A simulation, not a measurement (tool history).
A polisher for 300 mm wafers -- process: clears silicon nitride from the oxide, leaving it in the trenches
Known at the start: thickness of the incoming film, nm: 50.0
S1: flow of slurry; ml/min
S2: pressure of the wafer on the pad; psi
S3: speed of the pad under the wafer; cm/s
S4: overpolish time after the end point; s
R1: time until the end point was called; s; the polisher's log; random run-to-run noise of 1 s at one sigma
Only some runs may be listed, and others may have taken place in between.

run,day,S1,S2,S3,S4,R1
1,0.000,275,2.1,82,31,89.280
2,0.096,275,2.1,70,31,102.550
3,0.458,210,2.1,70,31,105.810
4,0.804,210,2.1,80,31,94.963
5,1.050,205,2.0,80,31,99.922
6,1.383,205,2.0,90,31,90.587
7,1.633,200,1.9,90,31,94.652

Run 8 is up next; what results do you expect?
8,1.662,200,1.8,90,31,?

R1: 100.270 s
